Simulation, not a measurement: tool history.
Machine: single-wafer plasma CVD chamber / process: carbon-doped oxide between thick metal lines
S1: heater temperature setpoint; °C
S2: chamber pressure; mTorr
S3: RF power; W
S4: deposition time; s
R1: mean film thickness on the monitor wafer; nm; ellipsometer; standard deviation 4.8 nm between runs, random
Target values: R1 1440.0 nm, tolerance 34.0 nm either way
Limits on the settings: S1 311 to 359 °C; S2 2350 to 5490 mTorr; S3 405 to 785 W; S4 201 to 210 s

run  hour   S1    S2   S3   S4      R1
  1   0.0  335  3920  595  210  1304.2
  2   8.2  330  3920  595  210  1318.9
  3  14.9  338  3920  595  210  1280.7
  4  17.5  338  4610  595  210  1314.6
  5  23.7  335  4760  605  210  1345.3
  6  29.6  333  4870  615  210  1376.3
  7  34.8  332  4940  620  210  1387.9
  8  39.9  331  5000  625  210  1406.0

Of the 4 settings listed for the next run, only one would bring every result within its allowed miss of target. Which one?
  A  45.0  335  5160  610  210   ?
  B  45.0  336  5150  620  206   ?
  C  45.0  330  4520  670  210   ?
  D  45.0  326  5250  600  204   ?

move      R1
   A  1360.7
   B  1346.2
   C  1445.3
   D  1342.4
A: moves away from the targets compared with the last run
B: moves away from the targets compared with the last run
C: each result inside its tolerance
D: moves away from the targets compared with the last run
C is the move that brings every result within its allowed miss.
